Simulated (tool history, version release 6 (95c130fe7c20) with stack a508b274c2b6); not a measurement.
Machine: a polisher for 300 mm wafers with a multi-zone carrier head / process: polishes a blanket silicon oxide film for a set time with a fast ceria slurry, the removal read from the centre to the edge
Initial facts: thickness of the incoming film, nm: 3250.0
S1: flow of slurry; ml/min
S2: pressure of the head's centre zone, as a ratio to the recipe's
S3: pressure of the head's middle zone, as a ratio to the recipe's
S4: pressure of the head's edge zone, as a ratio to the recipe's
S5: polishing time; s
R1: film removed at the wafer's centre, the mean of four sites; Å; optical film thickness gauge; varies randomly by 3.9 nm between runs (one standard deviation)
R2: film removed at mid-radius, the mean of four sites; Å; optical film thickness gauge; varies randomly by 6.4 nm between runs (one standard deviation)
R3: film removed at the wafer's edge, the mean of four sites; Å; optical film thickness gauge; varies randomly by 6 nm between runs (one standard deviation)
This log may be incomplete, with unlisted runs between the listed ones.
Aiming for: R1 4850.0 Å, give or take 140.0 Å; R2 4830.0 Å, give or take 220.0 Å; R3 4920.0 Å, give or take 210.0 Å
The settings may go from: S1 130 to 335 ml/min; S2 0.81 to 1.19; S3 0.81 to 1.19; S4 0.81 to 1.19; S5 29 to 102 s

run	day	S1	S2	S3	S4	S5	R1	R2	R3
1	0.000	215	1.00	1.00	1.00	65	6270.4	6379.1	6091.4
2	0.254	215	1.00	1.00	0.94	65	6350.0	6154.7	5844.6
3	0.604	210	0.98	0.99	0.93	64	6030.3	6289.1	5808.0
4	0.742	210	0.98	0.99	1.01	64	6038.4	6257.1	6033.8
5	0.817	210	0.97	0.98	1.00	63	5933.3	6084.7	5855.1
6	0.846	210	0.96	0.96	0.99	62	5743.4	5852.2	5875.2
7	1.125	210	0.96	0.96	0.98	61	5644.3	5757.9	5671.4
8	1.254	210	0.95	0.95	0.97	60	5429.8	5682.2	5543.3
9	1.612	210	0.95	0.94	0.96	60	5586.7	5685.0	5613.0

Consider the 5 candidate settings below. Which is the only one whose results all fall within their allowed miss of target?
A	1.971	185	1.00	0.81	1.17	62	?	?	?
B	1.971	235	1.03	1.16	0.88	54	?	?	?
C	1.971	210	0.84	0.92	1.01	75	?	?	?
D	1.971	190	0.95	0.90	0.95	54	?	?	?
E	1.971	185	0.86	1.13	0.88	65	?	?	?

move	R1	R2	R3
A	5893.4	5186.2	6128.0
B	5505.2	5942.1	4749.3
C	6113.3	6947.3	6975.4
D	4900.1	4854.9	4824.2
E	5316.4	6790.4	5573.8
A: further off than the last run
B: about the same distance from the targets as the last run
C: further off than the last run
D: meets every target
E: further off than the last run
So the answer is move D, the one that meets all the targets.
